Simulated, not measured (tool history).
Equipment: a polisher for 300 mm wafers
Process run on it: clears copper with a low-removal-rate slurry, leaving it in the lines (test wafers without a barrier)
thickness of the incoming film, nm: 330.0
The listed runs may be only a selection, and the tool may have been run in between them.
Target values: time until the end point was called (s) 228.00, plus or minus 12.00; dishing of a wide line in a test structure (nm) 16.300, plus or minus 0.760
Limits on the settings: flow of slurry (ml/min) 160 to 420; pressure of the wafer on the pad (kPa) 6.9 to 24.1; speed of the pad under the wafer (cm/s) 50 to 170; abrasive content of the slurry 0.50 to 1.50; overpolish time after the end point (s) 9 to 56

run,hour,flow of slurry (ml/min),pressure of the wafer on the pad (kPa),speed of the pad under the wafer (cm/s),abrasive content of the slurry,overpolish time after the end point (s),time until the end point was called (s),dishing of a wide line in a test structure (nm)
1,0.0,270,15.2,110,1.00,29,135.92,45.783
2,1.5,270,14.5,106,1.00,25,148.38,38.139
3,6.5,310,14.5,106,1.00,25,143.87,39.002
4,12.7,310,14.5,106,1.20,25,139.18,39.166
5,13.4,310,14.5,106,1.10,25,146.43,39.892
6,14.8,310,14.5,106,1.00,25,147.79,39.459
7,19.5,305,13.8,104,1.05,22,152.72,32.976
8,24.3,330,9.7,92,1.30,15,214.54,17.265
9,27.6,330,9.7,92,1.30,15,208.76,17.709

5 candidate next runs follow, results not yet known. Just one meets every target within its allowed miss. Identify it.
A,30.9,420,9.0,96,1.20,17,?,?
B,30.9,295,9.0,82,1.35,16,?,?
C,30.9,385,9.7,78,1.05,22,?,?
D,30.9,350,9.7,88,1.35,18,?,?
E,30.9,340,9.7,84,1.35,15,?,?

move,time until the end point was called (s),dishing of a wide line in a test structure (nm)
A,212.00,19.403
B,247.62,15.900
C,254.87,20.800
D,216.68,20.086
E,227.14,16.255
A: misses by more than the last run did
B: gets the furthest-off result to its target, but another result is out of tolerance
C: misses by more than the last run did
D: misses by more than the last run did
E: each result inside its tolerance
Correct choice: E, which meets every target
